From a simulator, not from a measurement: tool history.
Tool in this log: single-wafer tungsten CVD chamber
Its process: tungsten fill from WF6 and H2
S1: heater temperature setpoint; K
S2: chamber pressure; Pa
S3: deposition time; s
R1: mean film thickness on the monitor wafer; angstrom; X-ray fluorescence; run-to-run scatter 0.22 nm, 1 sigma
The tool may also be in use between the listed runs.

run 1 hour=0 | S1=668.15 S2=5600 S3=27.9 | R1=867.64
run 2 hour=1.7 | S1=662.15 S2=5533 S3=27.9 | R1=763.86
run 3 hour=8.1 | S1=658.15 S2=5520 S3=27.9 | R1=693.01
run 4 hour=10.8 | S1=658.15 S2=4693 S3=27.9 | R1=649.73
run 5 hour=18.5 | S1=656.15 S2=4680 S3=27.9 | R1=617.36
run 6 hour=23.7 | S1=655.15 S2=4680 S3=27.9 | R1=605.67
run 7 hour=31.5 | S1=654.15 S2=4680 S3=27.9 | R1=588.48
run 8 hour=39.4 | S1=654.15 S2=4680 S3=27.9 | R1=592.14
run 9 hour=42.3 | S1=654.15 S2=4680 S3=27.9 | R1=594.18

Predict the results of run 10:
run 10 hour=49.9 | S1=649.15 S2=4653 S3=27.9 | R1=?

Run 10 produced R1 523.97 angstrom.
